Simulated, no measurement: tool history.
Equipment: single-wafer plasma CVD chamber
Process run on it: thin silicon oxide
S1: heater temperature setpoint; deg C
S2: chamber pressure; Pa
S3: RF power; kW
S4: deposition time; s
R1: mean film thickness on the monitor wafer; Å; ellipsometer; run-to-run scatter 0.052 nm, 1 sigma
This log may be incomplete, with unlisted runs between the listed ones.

run 1 day=0.000 | S1=415 S2=139 S3=0.315 S4=3.61 | R1=79.061
run 2 day=0.308 | S1=415 S2=139 S3=0.315 S4=3.61 | R1=78.371
run 3 day=0.621 | S1=415 S2=144 S3=0.315 S4=3.61 | R1=82.157
run 4 day=0.775 | S1=415 S2=148 S3=0.315 S4=3.61 | R1=82.710
run 5 day=0.846 | S1=415 S2=148 S3=0.340 S4=3.61 | R1=85.137
run 6 day=0.954 | S1=415 S2=148 S3=0.370 S4=3.61 | R1=89.351
run 7 day=1.008 | S1=415 S2=149 S3=0.370 S4=3.61 | R1=89.380
run 8 day=1.146 | S1=415 S2=151 S3=0.370 S4=3.61 | R1=89.640

Run 9 comes next. What will it give?
run 9 day=1.188 | S1=415 S2=152 S3=0.370 S4=3.61 | R1=?

For run 9 the tool returned R1 90.224 Å.

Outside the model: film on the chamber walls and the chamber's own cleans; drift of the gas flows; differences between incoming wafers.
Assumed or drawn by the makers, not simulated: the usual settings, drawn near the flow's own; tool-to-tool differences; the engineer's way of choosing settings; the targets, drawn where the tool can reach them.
